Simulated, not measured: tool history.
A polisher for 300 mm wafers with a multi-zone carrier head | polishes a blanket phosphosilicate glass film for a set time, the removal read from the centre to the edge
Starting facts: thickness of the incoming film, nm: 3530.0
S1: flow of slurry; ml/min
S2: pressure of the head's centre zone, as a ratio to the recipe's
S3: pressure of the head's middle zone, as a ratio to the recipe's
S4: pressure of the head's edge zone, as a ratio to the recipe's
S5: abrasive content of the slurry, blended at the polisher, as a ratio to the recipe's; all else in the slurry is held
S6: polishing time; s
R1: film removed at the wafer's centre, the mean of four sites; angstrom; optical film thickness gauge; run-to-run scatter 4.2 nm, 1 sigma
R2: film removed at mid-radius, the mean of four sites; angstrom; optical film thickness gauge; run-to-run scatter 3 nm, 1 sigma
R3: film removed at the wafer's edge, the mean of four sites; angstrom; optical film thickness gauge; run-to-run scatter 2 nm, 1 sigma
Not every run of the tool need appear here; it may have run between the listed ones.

run 1 hour=0 | S1=210 S2=1 S3=1 S4=1 S5=1 S6=36 | R1=3239.1 R2=3174.3 R3=3081.3
run 2 hour=6.3 | S1=210 S2=1 S3=1 S4=1.05 S5=1 S6=36 | R1=3191.9 R2=3128.9 R3=3111.3
run 3 hour=11.7 | S1=210 S2=1 S3=1 S4=1.05 S5=1 S6=45 | R1=3975.7 R2=3919.8 R3=3957.3
run 4 hour=19.8 | S1=210 S2=1 S3=1 S4=1.09 S5=1 S6=45 | R1=3891 R2=4037.8 R3=4048
run 5 hour=26.2 | S1=210 S2=1.01 S3=1 S4=1.05 S5=0.9 S6=43 | R1=3651.1 R2=3533.1 R3=3587.3
run 6 hour=27.1 | S1=210 S2=0.94 S3=1 S4=1.05 S5=0.9 S6=43 | R1=3371.6 R2=3550.2 R3=3590.9
run 7 hour=28.9 | S1=210 S2=0.97 S3=1.01 S4=1.01 S5=0.8 S6=42 | R1=3143.1 R2=3324.4 R3=3236.1
run 8 hour=33.3 | S1=210 S2=1.01 S3=0.99 S4=0.98 S5=0.75 S6=41 | R1=3233.6 R2=3060.9 R3=3022.6
run 9 hour=41.9 | S1=205 S2=1.02 S3=0.98 S4=0.95 S5=0.7 S6=41 | R1=3115.2 R2=2903.8 R3=2774.7
run 10 hour=46.6 | S1=195 S2=1.02 S3=0.96 S4=0.93 S5=0.7 S6=41 | R1=3046 R2=2870.1 R3=2763.8
run 11 hour=52.2 | S1=195 S2=1.02 S3=0.96 S4=0.93 S5=0.7 S6=41 | R1=3054.7 R2=2879.3 R3=2839.8
run 12 hour=60.6 | S1=195 S2=1.04 S3=0.95 S4=0.91 S5=0.65 S6=41 | R1=2940.7 R2=2658 R3=2656.7
run 13 hour=65.5 | S1=190 S2=1.06 S3=0.95 S4=0.89 S5=0.65 S6=41 | R1=2964.3 R2=2671.6 R3=2584.3
run 14 hour=67.4 | S1=185 S2=1.08 S3=0.94 S4=0.88 S5=0.65 S6=41 | R1=2994.7 R2=2652.7 R3=2598.8
run 15 hour=68.4 | S1=185 S2=1.08 S3=0.94 S4=0.88 S5=0.65 S6=41 | R1=3013.9 R2=2656.8 R3=2551
run 16 hour=76 | S1=180 S2=1.09 S3=0.93 S4=0.87 S5=0.65 S6=41 | R1=2982.8 R2=2699.3 R3=2534.5
run 17 hour=76.6 | S1=185 S2=1.1 S3=0.92 S4=0.86 S5=0.65 S6=41 | R1=3109.2 R2=2662.8 R3=2524.9
run 18 hour=83.1 | S1=180 S2=1.1 S3=0.91 S4=0.85 S5=0.65 S6=41 | R1=3020.2 R2=2632 R3=2563.9
run 19 hour=91.7 | S1=175 S2=1.11 S3=0.91 S4=0.84 S5=0.65 S6=41 | R1=3050.8 R2=2608.6 R3=2506

Forecast run 20:
run 20 hour=98 | S1=170 S2=1.11 S3=0.9 S4=0.83 S5=0.65 S6=41 | R1=? R2=? R3=?

R1: 3023.2 angstrom
R2: 2570.3 angstrom
R3: 2461.7 angstrom

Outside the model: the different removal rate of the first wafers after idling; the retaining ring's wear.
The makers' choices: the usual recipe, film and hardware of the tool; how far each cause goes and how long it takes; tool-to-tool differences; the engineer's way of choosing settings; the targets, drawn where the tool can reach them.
